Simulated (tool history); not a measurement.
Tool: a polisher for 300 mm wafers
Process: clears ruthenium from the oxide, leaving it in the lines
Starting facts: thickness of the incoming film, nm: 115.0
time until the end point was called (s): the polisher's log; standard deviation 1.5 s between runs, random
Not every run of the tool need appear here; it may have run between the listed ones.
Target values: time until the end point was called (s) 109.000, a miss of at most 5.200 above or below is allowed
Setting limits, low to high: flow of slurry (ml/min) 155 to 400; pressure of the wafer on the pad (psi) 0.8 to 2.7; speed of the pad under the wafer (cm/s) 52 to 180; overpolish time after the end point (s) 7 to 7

run	hour	flow of slurry (ml/min)	pressure of the wafer on the pad (psi)	speed of the pad under the wafer (cm/s)	overpolish time after the end point (s)	time until the end point was called (s)
1	0.0	255	1.7	116	7	91.688
2	8.8	255	2.0	116	7	79.091
3	16.9	305	2.0	116	7	80.060
4	22.3	355	2.0	116	7	77.418
# hour 30.8: worn pad replaced by a new one
5	30.8	355	1.9	116	7	72.213
6	37.3	330	1.8	114	7	78.012
7	45.2	315	1.7	110	7	84.379
8	46.9	300	1.6	108	7	90.476
9	50.0	290	1.5	108	7	97.705
10	53.4	285	1.5	108	7	95.643
11	60.1	275	1.5	108	7	99.295
12	66.9	270	1.5	108	7	98.278

Which of these 4 next moves meets every target?
A	73.7	230	1.7	72	7	?
B	73.7	320	1.4	148	7	?
C	73.7	370	2.2	72	7	?
D	73.7	285	1.4	144	7	?

move	time until the end point was called (s)
A	111.390
B	84.780
C	84.078
D	87.032
A: each result inside its tolerance
B: the biggest miss grows against the last run
C: the biggest miss grows against the last run
D: the biggest miss grows against the last run
A is the move that brings every result within its allowed miss.

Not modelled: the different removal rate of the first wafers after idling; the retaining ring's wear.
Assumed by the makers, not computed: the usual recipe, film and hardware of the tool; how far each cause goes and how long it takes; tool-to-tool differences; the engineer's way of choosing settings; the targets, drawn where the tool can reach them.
